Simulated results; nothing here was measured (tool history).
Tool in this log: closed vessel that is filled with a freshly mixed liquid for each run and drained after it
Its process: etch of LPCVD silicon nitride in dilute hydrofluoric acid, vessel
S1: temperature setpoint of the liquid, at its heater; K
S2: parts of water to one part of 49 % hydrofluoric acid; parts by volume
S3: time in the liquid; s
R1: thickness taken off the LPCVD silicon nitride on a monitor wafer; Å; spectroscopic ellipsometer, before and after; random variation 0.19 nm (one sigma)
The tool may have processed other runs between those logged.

| run | hour | S1 | S2 | S3 | R1 |
|---|---|---|---|---|---|
| 1 | 0.0 | 298.15 | 235 | 3085 | 75.349 |
| 2 | 4.9 | 301.15 | 235 | 3085 | 91.682 |
| 3 | 11.0 | 301.65 | 220 | 3085 | 101.300 |
| 4 | 14.9 | 302.15 | 205 | 3085 | 111.540 |
| 5 | 17.2 | 302.65 | 190 | 3085 | 124.340 |
| 6 | 18.1 | 302.65 | 160 | 3085 | 145.910 |
| 7 | 20.2 | 303.15 | 155 | 3085 | 158.110 |
| 8 | 28.4 | 306.15 | 95 | 3090 | 311.950 |
| 9 | 34.5 | 305.65 | 95 | 3090 | 299.810 |

What will run 10 give?
| 10 | 40.9 | 304.15 | 95 | 3090 | ? |

Run 10 measured R1 275.430 Å.
